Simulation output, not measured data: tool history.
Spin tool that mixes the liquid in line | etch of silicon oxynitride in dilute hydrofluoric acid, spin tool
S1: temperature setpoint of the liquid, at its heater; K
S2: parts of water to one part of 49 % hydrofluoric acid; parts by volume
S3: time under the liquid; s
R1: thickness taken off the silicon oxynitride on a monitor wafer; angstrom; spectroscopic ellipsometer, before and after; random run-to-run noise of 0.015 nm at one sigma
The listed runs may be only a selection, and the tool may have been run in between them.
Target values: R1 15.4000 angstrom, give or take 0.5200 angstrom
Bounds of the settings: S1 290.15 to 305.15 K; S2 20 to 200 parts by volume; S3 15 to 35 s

run	hour	S1	S2	S3	R1
1	0.0	297.15	110	35	6.5932
2	8.2	297.15	110	35	6.5128
3	14.2	298.15	100	35	7.7239
4	15.2	298.15	115	35	6.6290
5	21.3	300.65	115	35	7.3401
6	24.1	300.65	100	35	8.5244
7	28.2	301.15	95	35	9.2258
8	34.8	301.15	95	35	9.3142
9	37.2	301.65	90	35	10.2280
10	40.2	302.15	85	35	10.9890
11	41.6	302.65	80	35	12.0390
12	44.7	303.15	80	35	12.3380
13	51.0	303.65	80	35	12.5300
14	54.8	305.15	65	35	16.7220
15	58.2	304.15	65	35	15.8710

Next run, 4 choices. One meets every target within its allowed miss, the rest don't. Which?
A	61.6	304.65	65	35	?
B	61.6	303.15	60	35	?
C	61.6	303.65	60	35	?
D	61.6	305.15	70	35	?

move	R1
A	16.5320
B	16.8100
C	17.2020
D	15.6160
A: further off than the last run
B: further off than the last run
C: further off than the last run
D: all results in spec
Go with D: it meets all targets.
